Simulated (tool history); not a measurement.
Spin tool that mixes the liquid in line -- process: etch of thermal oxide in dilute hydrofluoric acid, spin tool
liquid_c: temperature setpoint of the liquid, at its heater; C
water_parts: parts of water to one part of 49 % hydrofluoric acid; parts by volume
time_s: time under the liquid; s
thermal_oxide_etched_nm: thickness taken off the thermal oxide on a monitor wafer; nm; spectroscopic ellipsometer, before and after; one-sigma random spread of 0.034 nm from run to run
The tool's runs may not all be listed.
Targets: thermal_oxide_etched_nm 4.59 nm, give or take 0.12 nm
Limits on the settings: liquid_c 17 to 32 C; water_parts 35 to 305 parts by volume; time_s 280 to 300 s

{"run": 1, "day": 0.0, "liquid_c": 24, "water_parts": 170, "time_s": 280, "thermal_oxide_etched_nm": 7.3902}
{"run": 2, "day": 0.325, "liquid_c": 24, "water_parts": 170, "time_s": 280, "thermal_oxide_etched_nm": 7.3655}
{"run": 3, "day": 0.371, "liquid_c": 24, "water_parts": 170, "time_s": 280, "thermal_oxide_etched_nm": 7.315}
{"run": 4, "day": 0.479, "liquid_c": 24, "water_parts": 125, "time_s": 280, "thermal_oxide_etched_nm": 10.492}
{"run": 5, "day": 0.646, "liquid_c": 21, "water_parts": 125, "time_s": 280, "thermal_oxide_etched_nm": 9.2801}
{"run": 6, "day": 0.708, "liquid_c": 20, "water_parts": 140, "time_s": 280, "thermal_oxide_etched_nm": 7.8711}
{"run": 7, "day": 1.012, "liquid_c": 19.5, "water_parts": 150, "time_s": 280, "thermal_oxide_etched_nm": 7.0446}
{"run": 8, "day": 1.358, "liquid_c": 19.5, "water_parts": 150, "time_s": 280, "thermal_oxide_etched_nm": 7.0868}
{"run": 9, "day": 1.725, "liquid_c": 19, "water_parts": 160, "time_s": 280, "thermal_oxide_etched_nm": 6.5028}
{"run": 10, "day": 2.038, "liquid_c": 18.5, "water_parts": 165, "time_s": 280, "thermal_oxide_etched_nm": 6.1664}
{"run": 11, "day": 2.196, "liquid_c": 18, "water_parts": 170, "time_s": 280, "thermal_oxide_etched_nm": 5.8115}
{"run": 12, "day": 2.529, "liquid_c": 18, "water_parts": 175, "time_s": 280, "thermal_oxide_etched_nm": 5.6776}
{"run": 13, "day": 2.675, "liquid_c": 18, "water_parts": 180, "time_s": 280, "thermal_oxide_etched_nm": 5.3943}
{"run": 14, "day": 2.929, "liquid_c": 18, "water_parts": 185, "time_s": 280, "thermal_oxide_etched_nm": 5.2059}

5 candidate next runs follow, results not yet known. Just one meets every target within its allowed miss. Identify it.
{"run": "A", "day": 3.183, "liquid_c": 17.5, "water_parts": 195, "time_s": 280, "thermal_oxide_etched_nm": "?"}
{"run": "B", "day": 3.183, "liquid_c": 19, "water_parts": 175, "time_s": 300, "thermal_oxide_etched_nm": "?"}
{"run": "C", "day": 3.183, "liquid_c": 18, "water_parts": 200, "time_s": 285, "thermal_oxide_etched_nm": "?"}
{"run": "D", "day": 3.183, "liquid_c": 17, "water_parts": 165, "time_s": 280, "thermal_oxide_etched_nm": "?"}
{"run": "E", "day": 3.183, "liquid_c": 17, "water_parts": 200, "time_s": 280, "thermal_oxide_etched_nm": "?"}

move=A thermal_oxide_etched_nm=4.9159
move=B thermal_oxide_etched_nm=6.3495
move=C thermal_oxide_etched_nm=4.953
move=D thermal_oxide_etched_nm=5.8571
move=E thermal_oxide_etched_nm=4.6768
A: gains on the last run, yet a result remains outside its allowed miss
B: moves away from the targets compared with the last run
C: gains on the last run, yet a result remains outside its allowed miss
D: moves away from the targets compared with the last run
E: in spec on every target
Correct choice: E, which meets every target
